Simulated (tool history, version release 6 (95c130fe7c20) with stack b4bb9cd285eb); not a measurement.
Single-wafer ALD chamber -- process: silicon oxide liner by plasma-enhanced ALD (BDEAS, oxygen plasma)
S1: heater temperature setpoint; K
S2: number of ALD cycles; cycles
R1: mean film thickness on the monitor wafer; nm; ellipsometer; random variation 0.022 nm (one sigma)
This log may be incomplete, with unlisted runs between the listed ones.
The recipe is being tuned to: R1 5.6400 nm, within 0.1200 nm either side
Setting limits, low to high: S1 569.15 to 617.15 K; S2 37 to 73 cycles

| run | day | S1 | S2 | R1 |
|---|---|---|---|---|
| 1 | 0.000 | 593.15 | 55 | 4.7108 |
| 2 | 0.171 | 593.15 | 57 | 4.8852 |
| 3 | 0.433 | 601.15 | 57 | 4.8291 |
| 4 | 0.708 | 601.15 | 61 | 5.1133 |
| 5 | 1.012 | 601.15 | 57 | 4.7704 |
| 6 | 1.183 | 599.15 | 59 | 5.0063 |
| 7 | 1.383 | 598.15 | 60 | 5.0761 |
| 8 | 1.442 | 597.15 | 61 | 5.1652 |
| 9 | 1.538 | 596.15 | 62 | 5.2991 |
| 10 | 1.642 | 595.15 | 63 | 5.3766 |

Which of these 4 next moves meets every target?
| A | 1.746 | 592.15 | 62 | ? |
| B | 1.746 | 589.15 | 63 | ? |
| C | 1.746 | 591.15 | 66 | ? |
| D | 1.746 | 607.15 | 70 | ? |

| move | R1 |
|---|---|
| A | 5.3307 |
| B | 5.4433 |
| C | 5.6839 |
| D | 5.8707 |
A: lands further from the targets than the last run did
B: nearer than the last run, and not there yet
C: all results in spec
D: the result that was furthest off in the last run now lies on the other side of its target
C is the move that brings every result within its allowed miss.
